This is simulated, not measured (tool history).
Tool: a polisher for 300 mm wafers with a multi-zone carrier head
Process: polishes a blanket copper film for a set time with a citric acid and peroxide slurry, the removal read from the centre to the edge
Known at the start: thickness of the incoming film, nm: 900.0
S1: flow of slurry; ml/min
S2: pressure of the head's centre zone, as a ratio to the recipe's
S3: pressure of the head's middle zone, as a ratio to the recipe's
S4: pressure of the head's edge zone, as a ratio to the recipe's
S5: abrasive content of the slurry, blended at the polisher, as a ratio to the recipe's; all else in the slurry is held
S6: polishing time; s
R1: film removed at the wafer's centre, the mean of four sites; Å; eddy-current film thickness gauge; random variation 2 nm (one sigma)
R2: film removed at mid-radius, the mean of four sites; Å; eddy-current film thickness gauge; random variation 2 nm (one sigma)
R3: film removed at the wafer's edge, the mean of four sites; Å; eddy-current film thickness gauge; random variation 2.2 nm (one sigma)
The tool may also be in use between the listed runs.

| run | hour | S1 | S2 | S3 | S4 | S5 | S6 | R1 | R2 | R3 |
|---|---|---|---|---|---|---|---|---|---|---|
| 1 | 0.0 | 125 | 1.00 | 1.00 | 1.00 | 1.00 | 86 | 1211.4 | 1219.4 | 1263.1 |
| 2 | 4.9 | 125 | 1.00 | 1.00 | 0.93 | 1.00 | 86 | 1198.1 | 1218.6 | 1217.9 |
| 3 | 8.5 | 125 | 1.00 | 1.00 | 0.98 | 1.00 | 86 | 1207.3 | 1214.3 | 1236.0 |
| 4 | 15.4 | 125 | 1.00 | 1.00 | 0.98 | 1.00 | 94 | 1329.8 | 1349.3 | 1345.7 |
| 5 | 22.3 | 135 | 1.01 | 1.03 | 0.99 | 1.05 | 94 | 1374.0 | 1377.5 | 1401.5 |
| 6 | 28.0 | 135 | 0.98 | 1.03 | 0.99 | 1.05 | 94 | 1351.7 | 1414.5 | 1389.8 |
| 7 | 33.5 | 135 | 0.98 | 1.03 | 0.99 | 1.05 | 94 | 1335.7 | 1416.7 | 1385.3 |
| 8 | 37.5 | 170 | 1.04 | 1.13 | 0.99 | 1.20 | 95 | 1519.0 | 1658.5 | 1472.1 |

Forecast run 9:
| 9 | 39.3 | 175 | 1.04 | 1.14 | 0.99 | 1.20 | 95 | ? | ? | ? |

R1: 1506.4 Å
R2: 1666.1 Å
R3: 1519.9 Å

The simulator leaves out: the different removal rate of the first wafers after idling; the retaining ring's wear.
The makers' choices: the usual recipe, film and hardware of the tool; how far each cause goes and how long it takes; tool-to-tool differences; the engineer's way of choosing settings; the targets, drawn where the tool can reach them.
